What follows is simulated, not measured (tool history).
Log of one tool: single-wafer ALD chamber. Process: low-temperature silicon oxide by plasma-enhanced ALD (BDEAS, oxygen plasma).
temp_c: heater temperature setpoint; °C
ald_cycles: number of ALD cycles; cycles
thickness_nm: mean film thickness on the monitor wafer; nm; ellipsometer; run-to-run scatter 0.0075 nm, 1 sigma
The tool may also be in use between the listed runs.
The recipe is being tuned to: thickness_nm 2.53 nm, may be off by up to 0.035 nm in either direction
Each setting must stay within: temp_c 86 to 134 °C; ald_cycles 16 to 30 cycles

run	day	temp_c	ald_cycles	thickness_nm
1	0	110	23	3.1557
2	0.025	110	20	2.7433
3	0.288	111	20	2.7371
4	0.542	111	23	3.1383
5	0.912	112	23	3.1432
6	1.129	112	22	3.0178
7	1.308	112	20	2.7417
8	1.367	121	18	2.4143
9	1.658	120	18	2.4225
10	1.992	119	18	2.4257
11	2.046	118	18	2.4324
12	2.388	117	18	2.4315

Which of these 5 next moves meets every target?
A	2.729	112	19	?
B	2.729	110	18	?
C	2.729	122	19	?
D	2.729	107	19	?
E	2.729	104	19	?

move	thickness_nm
A	2.6007
B	2.4738
C	2.5481
D	2.627
E	2.6428
A: the result that was furthest off in the last run now lies on the other side of its target
B: gains on the last run, yet a result remains outside its allowed miss
C: every result within its allowed miss
D: the result that was furthest off in the last run now lies on the other side of its target
E: the result that was furthest off in the last run now lies on the other side of its target
So the answer is move C, the one that meets all the targets.
